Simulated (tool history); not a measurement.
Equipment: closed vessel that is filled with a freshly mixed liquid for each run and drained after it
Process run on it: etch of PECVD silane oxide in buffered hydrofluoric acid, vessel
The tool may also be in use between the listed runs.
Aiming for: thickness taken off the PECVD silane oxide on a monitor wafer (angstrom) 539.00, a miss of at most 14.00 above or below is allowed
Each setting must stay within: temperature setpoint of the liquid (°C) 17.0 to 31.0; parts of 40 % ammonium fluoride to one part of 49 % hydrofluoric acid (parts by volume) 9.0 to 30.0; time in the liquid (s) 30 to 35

run  hour  temperature setpoint of the liquid (°C)  parts of 40 % ammonium fluoride to one part of 49 % hydrofluoric acid (parts by volume)  time in the liquid (s)  thickness taken off the PECVD silane oxide on a monitor wafer (angstrom)
  1   0.0                                     23.0                                                                                     24.0                      35                                                                    296.24
  2   9.3                                     23.0                                                                                     24.0                      35                                                                    298.56
  3  10.3                                     23.0                                                                                     24.0                      30                                                                    255.93
  4  13.4                                     23.0                                                                                     26.5                      30                                                                    238.04
  5  19.9                                     26.0                                                                                     26.5                      30                                                                    280.19
  6  22.0                                     27.5                                                                                     22.5                      30                                                                    342.13
  7  24.3                                     28.5                                                                                     19.5                      30                                                                    399.14
  8  28.2                                     29.5                                                                                     17.5                      30                                                                    467.74
  9  34.8                                     30.0                                                                                     17.0                      30                                                                    497.02
 10  40.8                                     30.5                                                                                     17.0                      30                                                                    505.54
 11  45.9                                     30.5                                                                                     16.5                      30                                                                    524.14

Which single option among these 4 for the next run brings every result within its allowed miss of target? Just one does.
  A  51.0                                     31.0                                                                                     18.0                      35                                                                         ?
  B  51.0                                     27.5                                                                                     12.5                      30                                                                         ?
  C  51.0                                     29.0                                                                                     13.5                      30                                                                         ?
  D  51.0                                     30.5                                                                                     16.0                      30                                                                         ?

move  thickness taken off the PECVD silane oxide on a monitor wafer (angstrom)
   A                                                                    579.59
   B                                                                    590.31
   C                                                                    592.90
   D                                                                    543.23
A: takes the result that was furthest off past its target
B: takes the result that was furthest off past its target
C: takes the result that was furthest off past its target
D: every result lands within tolerance
Answer: D

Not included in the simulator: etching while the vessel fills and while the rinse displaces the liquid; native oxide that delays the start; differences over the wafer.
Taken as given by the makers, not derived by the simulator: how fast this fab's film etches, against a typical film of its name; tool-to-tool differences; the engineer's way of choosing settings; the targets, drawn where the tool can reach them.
